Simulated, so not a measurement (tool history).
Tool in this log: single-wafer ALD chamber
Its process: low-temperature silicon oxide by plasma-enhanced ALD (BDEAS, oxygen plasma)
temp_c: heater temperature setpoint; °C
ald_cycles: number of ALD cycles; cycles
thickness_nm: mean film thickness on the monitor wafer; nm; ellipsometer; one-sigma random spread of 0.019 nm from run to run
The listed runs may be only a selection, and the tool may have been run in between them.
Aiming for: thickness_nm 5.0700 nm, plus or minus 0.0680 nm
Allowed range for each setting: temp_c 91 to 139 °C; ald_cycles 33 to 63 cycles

run	day	temp_c	ald_cycles	thickness_nm
1	0.000	115	48	6.4250
2	0.229	116	47	6.2911
3	0.262	117	46	6.1305
4	0.554	118	45	5.9366
5	0.888	124	45	5.9209
6	1.242	134	45	5.8167
7	1.479	134	44	5.7404
8	1.708	134	43	5.5400
9	1.742	135	41	5.2695
10	1.796	135	40	5.1495

Of the 4 settings listed for the next run, only one would bring every result within its allowed miss of target. Which one?
A	1.850	129	39	?
B	1.850	139	41	?
C	1.850	135	38	?
D	1.850	139	38	?

move	thickness_nm
A	5.0604
B	5.2310
C	4.8812
D	4.8482
A: every result lands within tolerance
B: the biggest miss grows against the last run
C: the result that was furthest off in the last run now lies on the other side of its target
D: the result that was furthest off in the last run now lies on the other side of its target
So the answer is move A, the one that meets all the targets.
